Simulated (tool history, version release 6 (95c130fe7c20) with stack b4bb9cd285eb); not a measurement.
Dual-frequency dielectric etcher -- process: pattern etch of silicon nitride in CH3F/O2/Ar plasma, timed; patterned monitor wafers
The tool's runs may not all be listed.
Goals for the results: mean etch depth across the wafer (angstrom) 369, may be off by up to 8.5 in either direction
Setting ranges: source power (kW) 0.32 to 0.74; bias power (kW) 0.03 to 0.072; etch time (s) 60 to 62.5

| run | hour | source power (kW) | bias power (kW) | etch time (s) | mean etch depth across the wafer (angstrom) |
|---|---|---|---|---|---|
| 1 | 0 | 0.53 | 0.051 | 60 | 450.12 |
| 2 | 7.3 | 0.53 | 0.051 | 60 | 456.6 |
| 3 | 14.5 | 0.48 | 0.048 | 60 | 424.12 |
| 4 | 17.3 | 0.48 | 0.048 | 60 | 418.46 |
| 5 | 21.2 | 0.48 | 0.057 | 60 | 454.85 |
| 6 | 27.4 | 0.44 | 0.054 | 60 | 429.97 |
| 7 | 31.7 | 0.44 | 0.054 | 60 | 427.6 |
| 8 | 32.9 | 0.41 | 0.052 | 60 | 405.02 |
| 9 | 35.8 | 0.39 | 0.052 | 60 | 397.52 |
| 10 | 37.6 | 0.37 | 0.052 | 60 | 389.78 |
| 11 | 41.9 | 0.36 | 0.052 | 60 | 383.12 |
| 12 | 50.1 | 0.35 | 0.052 | 60 | 375.26 |

Of the 4 settings listed for the next run, only one would bring every result within its allowed miss of target. Which one?
| A | 58.3 | 0.37 | 0.051 | 60.5 | ? |
| B | 58.3 | 0.37 | 0.048 | 62.5 | ? |
| C | 58.3 | 0.33 | 0.049 | 61.5 | ? |
| D | 58.3 | 0.43 | 0.045 | 60.5 | ? |

| move | mean etch depth across the wafer (angstrom) |
|---|---|
| A | 385.44 |
| B | 385.96 |
| C | 364.01 |
| D | 387.15 |
A: misses by more than the last run did
B: misses by more than the last run did
C: hits every target within its allowed miss
D: misses by more than the last run did
C meets every target.
